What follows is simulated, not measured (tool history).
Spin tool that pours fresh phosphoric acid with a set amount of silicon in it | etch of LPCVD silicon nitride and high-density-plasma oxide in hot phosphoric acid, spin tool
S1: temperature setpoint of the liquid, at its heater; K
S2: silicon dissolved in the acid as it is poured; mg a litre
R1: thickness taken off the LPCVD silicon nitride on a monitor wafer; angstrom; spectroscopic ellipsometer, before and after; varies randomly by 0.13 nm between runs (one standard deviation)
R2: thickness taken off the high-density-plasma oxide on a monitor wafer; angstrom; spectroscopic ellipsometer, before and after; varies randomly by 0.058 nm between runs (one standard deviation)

run 1 hour=0.0 | S1=436.15 S2=28.0 time_under_the_liquid_(s)=180 | R1=198.66 R2=3.3155
run 2 hour=4.9 | S1=436.15 S2=42.0 time_under_the_liquid_(s)=180 | R1=198.78 R2=1.6917
run 3 hour=5.5 | S1=437.15 S2=35.5 time_under_the_liquid_(s)=185 | R1=208.35 R2=2.6814
run 4 hour=11.5 | S1=439.15 S2=35.5 time_under_the_liquid_(s)=185 | R1=223.94 R2=3.0325
run 5 hour=13.9 | S1=439.15 S2=35.5 time_under_the_liquid_(s)=245 | R1=295.87 R2=4.0081
run 6 hour=19.0 | S1=440.65 S2=35.5 time_under_the_liquid_(s)=245 | R1=311.43 R2=4.4413
run 7 hour=20.9 | S1=440.65 S2=35.5 time_under_the_liquid_(s)=245 | R1=311.92 R2=4.4992

Estimate the outcome of run 8 from the log above:
run 8 hour=21.6 | S1=439.65 S2=29.5 time_under_the_liquid_(s)=240 | R1=? R2=?

Run 8 came out at R1 297.44 angstrom, R2 4.6477 angstrom.
